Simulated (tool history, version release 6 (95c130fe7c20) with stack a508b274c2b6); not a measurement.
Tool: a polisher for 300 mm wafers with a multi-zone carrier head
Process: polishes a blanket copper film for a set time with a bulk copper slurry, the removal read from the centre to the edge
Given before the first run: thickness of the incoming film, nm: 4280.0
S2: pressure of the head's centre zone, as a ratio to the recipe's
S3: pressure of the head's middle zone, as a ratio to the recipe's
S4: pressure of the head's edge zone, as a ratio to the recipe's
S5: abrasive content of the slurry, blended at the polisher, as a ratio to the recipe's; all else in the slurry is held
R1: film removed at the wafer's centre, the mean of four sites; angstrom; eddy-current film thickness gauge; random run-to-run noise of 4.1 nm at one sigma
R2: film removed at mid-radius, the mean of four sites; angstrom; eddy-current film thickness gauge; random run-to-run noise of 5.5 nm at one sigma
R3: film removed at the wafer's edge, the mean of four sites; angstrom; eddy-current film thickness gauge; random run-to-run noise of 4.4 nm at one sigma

Run 1, hour 0.0: flow of slurry (ml/min) 190, S2 1.00, S3 1.00, S4 1.00, S5 1.00, polishing time (s) 56. Result: R1 4237.6 angstrom, R2 3878.2 angstrom, R3 3899.0 angstrom.
Run 2, hour 3.9: flow of slurry (ml/min) 190, S2 1.00, S3 1.00, S4 1.05, S5 1.00, polishing time (s) 56. Result: R1 4185.1 angstrom, R2 3796.4 angstrom, R3 4049.5 angstrom.
Run 3, hour 8.7: flow of slurry (ml/min) 210, S2 1.04, S3 1.06, S4 1.08, S5 1.10, polishing time (s) 56. Result: R1 4529.8 angstrom, R2 4207.1 angstrom, R3 4221.0 angstrom.
Run 4, hour 17.3: flow of slurry (ml/min) 225, S2 1.07, S3 1.08, S4 1.11, S5 1.15, polishing time (s) 56. Result: R1 4813.4 angstrom, R2 4294.8 angstrom, R3 4422.2 angstrom.
Run 5, hour 25.7: flow of slurry (ml/min) 240, S2 1.09, S3 1.11, S4 1.12, S5 1.20, polishing time (s) 56. Result: R1 5013.7 angstrom, R2 4476.3 angstrom, R3 4512.7 angstrom.
Run 6, hour 33.7: flow of slurry (ml/min) 240, S2 1.09, S3 1.11, S4 1.08, S5 1.20, polishing time (s) 56. Result: R1 4967.0 angstrom, R2 4508.2 angstrom, R3 4393.3 angstrom.
Run 7, hour 41.4: flow of slurry (ml/min) 250, S2 1.10, S3 1.13, S4 1.10, S5 1.25, polishing time (s) 56. Result: R1 5140.3 angstrom, R2 4656.8 angstrom, R3 4542.7 angstrom.
Run 8, hour 50.1: flow of slurry (ml/min) 260, S2 1.11, S3 1.14, S4 1.11, S5 1.25, polishing time (s) 56. Result: R1 5256.4 angstrom, R2 4643.1 angstrom, R3 4605.4 angstrom.
Run 9, hour 57.3: flow of slurry (ml/min) 265, S2 1.11, S3 1.15, S4 1.12, S5 1.30, polishing time (s) 56. Result: R1 5300.3 angstrom, R2 4763.9 angstrom, R3 4622.3 angstrom.
Run 10, hour 61.4: flow of slurry (ml/min) 270, S2 1.11, S3 1.16, S4 1.13, S5 1.30, polishing time (s) 56. Result: R1 5175.6 angstrom, R2 4867.4 angstrom, R3 4627.2 angstrom.

Run 11 is up next; what results do you expect?
Run 11, hour 63.4: flow of slurry (ml/min) 270, S2 1.12, S3 1.16, S4 1.14, S5 1.30, polishing time (s) 56. Result: R1 ?, R2 ?, R3 ?.

R1: 5330.0 angstrom
R2: 4855.3 angstrom
R3: 4619.8 angstrom
